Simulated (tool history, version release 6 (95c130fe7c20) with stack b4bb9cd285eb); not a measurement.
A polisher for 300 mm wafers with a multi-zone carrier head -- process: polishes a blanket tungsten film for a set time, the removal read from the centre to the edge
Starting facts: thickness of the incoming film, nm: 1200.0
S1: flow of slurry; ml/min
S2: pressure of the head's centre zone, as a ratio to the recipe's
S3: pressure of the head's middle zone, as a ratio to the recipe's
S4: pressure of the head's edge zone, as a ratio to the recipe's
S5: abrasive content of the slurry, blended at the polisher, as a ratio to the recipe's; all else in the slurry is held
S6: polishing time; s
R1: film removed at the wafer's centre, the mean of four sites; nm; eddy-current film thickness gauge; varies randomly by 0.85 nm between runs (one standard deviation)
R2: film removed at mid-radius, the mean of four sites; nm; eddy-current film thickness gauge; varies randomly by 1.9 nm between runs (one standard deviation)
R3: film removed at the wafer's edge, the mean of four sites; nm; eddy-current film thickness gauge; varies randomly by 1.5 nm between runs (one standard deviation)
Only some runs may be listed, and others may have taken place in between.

| run | hour | S1 | S2 | S3 | S4 | S5 | S6 | R1 | R2 | R3 |
|---|---|---|---|---|---|---|---|---|---|---|
| 1 | 0 | 130 | 1 | 1 | 1 | 1 | 53 | 259.04 | 266.34 | 268.74 |
| 2 | 0.6 | 130 | 1 | 1 | 1 | 1 | 47 | 230.05 | 233.29 | 239.05 |
| 3 | 8.4 | 130 | 1 | 1 | 1.05 | 1 | 47 | 227.56 | 237.14 | 240.52 |
| 4 | 16.6 | 130 | 1 | 1 | 1.02 | 1 | 47 | 230.74 | 230.08 | 239.31 |
| 5 | 18.5 | 130 | 1 | 1 | 0.98 | 1 | 47 | 231.87 | 238.01 | 237.43 |
| 6 | 26.8 | 110 | 1 | 1 | 0.98 | 1 | 47 | 218.02 | 228.13 | 227.87 |
| 7 | 31.6 | 100 | 0.96 | 1.03 | 0.96 | 0.85 | 42 | 171.64 | 195.02 | 188.76 |

What will run 8 give?
| 8 | 39 | 90 | 0.86 | 1.07 | 0.86 | 0.6 | 37 | ? | ? | ? |

Run 8 gave R1 123.7 nm, R2 152.77 nm, R3 142.78 nm.

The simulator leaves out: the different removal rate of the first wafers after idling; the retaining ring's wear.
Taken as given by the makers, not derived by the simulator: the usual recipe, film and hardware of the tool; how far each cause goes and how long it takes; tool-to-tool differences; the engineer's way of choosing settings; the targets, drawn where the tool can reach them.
